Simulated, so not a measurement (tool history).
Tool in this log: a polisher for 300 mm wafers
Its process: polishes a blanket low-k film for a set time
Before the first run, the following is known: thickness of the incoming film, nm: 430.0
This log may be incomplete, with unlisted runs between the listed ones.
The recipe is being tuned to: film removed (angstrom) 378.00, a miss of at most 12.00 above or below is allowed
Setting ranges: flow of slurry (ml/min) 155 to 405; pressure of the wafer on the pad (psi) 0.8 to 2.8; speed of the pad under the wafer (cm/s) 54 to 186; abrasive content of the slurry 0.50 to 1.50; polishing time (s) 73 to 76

run  hour  flow of slurry (ml/min)  pressure of the wafer on the pad (psi)  speed of the pad under the wafer (cm/s)  abrasive content of the slurry  polishing time (s)  film removed (angstrom)
  1   0.0                      260                                     1.8                                      118                            1.00                  73                   268.07
  2   0.6                      260                                     1.8                                      118                            1.00                  73                   267.63
  3   7.0                      260                                     1.6                                      118                            1.00                  73                   237.91
  4  13.6                      260                                     1.7                                      118                            1.00                  73                   252.99
  5  17.9                      260                                     1.8                                      118                            1.00                  73                   263.83
  6  23.0                      260                                     1.8                                      118                            1.15                  73                   282.38
  7  26.5                      260                                     1.9                                      118                            1.15                  73                   288.83
  8  28.6                      260                                     2.0                                      118                            1.15                  73                   303.17
  9  30.9                      260                                     2.1                                      118                            1.15                  73                   321.37
 10  36.8                      265                                     2.3                                      118                            1.15                  73                   347.60
 11  41.7                      265                                     2.4                                      118                            1.15                  73                   357.75

Which single option among these 5 for the next run brings every result within its allowed miss of target? Just one does.
  A  46.6                      265                                     2.2                                      118                            0.95                  76                        ?
  B  46.6                      285                                     2.3                                      132                            1.10                  75                        ?
  C  46.6                      240                                     2.3                                      120                            1.05                  76                        ?
  D  46.6                      285                                     2.3                                      114                            1.15                  73                        ?
  E  46.6                      265                                     2.2                                      116                            1.15                  76                        ?

move  film removed (angstrom)
   A                   314.98
   B                   370.45
   C                   342.68
   D                   337.86
   E                   339.09
A: the biggest miss grows against the last run
B: each result inside its tolerance
C: the biggest miss grows against the last run
D: the biggest miss grows against the last run
E: the biggest miss grows against the last run
The right move is B.
